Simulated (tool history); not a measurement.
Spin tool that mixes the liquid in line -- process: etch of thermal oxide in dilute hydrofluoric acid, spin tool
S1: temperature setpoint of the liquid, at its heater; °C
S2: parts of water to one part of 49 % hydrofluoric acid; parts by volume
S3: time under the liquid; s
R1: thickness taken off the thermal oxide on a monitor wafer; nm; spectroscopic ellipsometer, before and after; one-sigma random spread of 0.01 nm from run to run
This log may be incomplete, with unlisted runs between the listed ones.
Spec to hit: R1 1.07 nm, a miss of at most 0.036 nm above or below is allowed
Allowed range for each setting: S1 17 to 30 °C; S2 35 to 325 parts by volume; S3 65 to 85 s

| run | hour | S1 | S2 | S3 | R1 |
|---|---|---|---|---|---|
| 1 | 0 | 22 | 180 | 85 | 1.7173 |
| 2 | 4.5 | 22 | 155 | 85 | 2.0503 |
| 3 | 11.7 | 21 | 170 | 85 | 1.7458 |
| 4 | 12.7 | 21 | 170 | 85 | 1.7656 |
| 5 | 18.5 | 20 | 180 | 85 | 1.6008 |
| 6 | 27.3 | 18 | 180 | 85 | 1.4759 |
| 7 | 32.3 | 18 | 190 | 85 | 1.3765 |
| 8 | 37 | 18 | 195 | 85 | 1.3255 |
| 9 | 44.9 | 18 | 200 | 85 | 1.2822 |
| 10 | 46.9 | 18 | 205 | 85 | 1.2599 |
| 11 | 55.5 | 18 | 205 | 85 | 1.2562 |

Pick the move, out of 5, that brings all results within their allowed miss; only one does.
| A | 64.1 | 20 | 200 | 65 | ? |
| B | 64.1 | 19 | 255 | 85 | ? |
| C | 64.1 | 17.5 | 165 | 85 | ? |
| D | 64.1 | 18 | 225 | 85 | ? |
| E | 64.1 | 22.5 | 205 | 65 | ? |

| move | R1 |
|---|---|
| A | 1.0581 |
| B | 0.9917 |
| C | 1.5719 |
| D | 1.1116 |
| E | 1.1296 |
A: all results in spec
B: carries the result that was furthest off beyond its target, to the other side
C: lands further from the targets than the last run did
D: nearer the targets than the last run, but a result is still out of spec
E: nearer the targets than the last run, but a result is still out of spec
The move that meets every target is A.
